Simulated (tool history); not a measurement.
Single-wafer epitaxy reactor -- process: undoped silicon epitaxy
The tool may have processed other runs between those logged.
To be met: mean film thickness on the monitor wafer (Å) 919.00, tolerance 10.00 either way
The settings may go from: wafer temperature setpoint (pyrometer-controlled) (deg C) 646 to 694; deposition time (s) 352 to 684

run	hour	wafer temperature setpoint (pyrometer-controlled) (deg C)	deposition time (s)	mean film thickness on the monitor wafer (Å)
1	0.0	670	518	1167.40
2	8.2	668	518	1117.70
3	16.9	675	518	1316.60
4	19.1	675	446	1138.20
5	24.3	675	513	1305.40
6	25.1	675	559	1420.00
7	25.7	671	559	1293.90
8	33.7	668	559	1205.80
9	41.5	666	559	1157.20
10	45.1	664	559	1096.80
11	54.1	663	559	1079.70
12	55.5	662	559	1047.00
13	62.4	661	559	1020.10
14	70.7	660	559	998.76
15	77.5	655	559	888.46

Exercise: of the 4 proposed moves below, exactly one satisfies all targets within the stated allowed misses. Which move is it?
A	84.3	656	528	?
B	84.3	657	555	?
C	84.3	652	605	?
D	84.3	657	531	?

move	mean film thickness on the monitor wafer (Å)
A	855.89
B	921.67
C	889.82
D	881.81
A: misses by more than the last run did
B: in spec on every target
C: roughly where the last run was
D: misses by more than the last run did
The move that meets every target is B.
